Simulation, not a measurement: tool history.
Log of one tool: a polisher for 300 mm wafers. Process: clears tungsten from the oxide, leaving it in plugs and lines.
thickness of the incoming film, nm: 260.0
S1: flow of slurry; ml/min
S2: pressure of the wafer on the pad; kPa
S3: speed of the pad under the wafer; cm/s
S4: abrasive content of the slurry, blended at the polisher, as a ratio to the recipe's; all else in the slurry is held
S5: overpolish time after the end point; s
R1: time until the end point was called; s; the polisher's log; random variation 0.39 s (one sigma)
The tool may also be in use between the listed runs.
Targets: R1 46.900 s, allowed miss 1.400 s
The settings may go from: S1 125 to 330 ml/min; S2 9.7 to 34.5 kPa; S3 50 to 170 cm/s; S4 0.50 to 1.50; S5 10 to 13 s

run    day   S1    S2   S3    S4  S5      R1
  1  0.000  210  22.1  110  1.00  13  57.455
  2  0.092  215  22.8  110  1.00  13  54.159
  3  0.325  220  22.8  110  1.00  13  55.339
  4  0.442  195  22.8  110  1.00  13  56.661
  5  0.521  205  22.8  110  1.00  13  55.634
  6  0.721  215  23.4  110  1.00  13  52.930
  7  0.888  225  23.4  110  1.00  13  53.507
  8  1.067  225  24.1  110  1.00  13  51.544
  9  1.392  230  24.1  110  1.00  13  52.259

Which of these 4 next moves meets every target?
  A  1.717  190  26.2  124  1.05  13   ?
  B  1.717  245  25.5  112  1.05  10   ?
  C  1.717  240  26.9  118  1.10  10   ?
  D  1.717  170  20.7  126  1.10  12   ?

move      R1
   A  43.859
   B  47.157
   C  42.725
   D  54.832
A: takes the result that was furthest off past its target
B: meets every target
C: takes the result that was furthest off past its target
D: further off than the last run
Answer: B
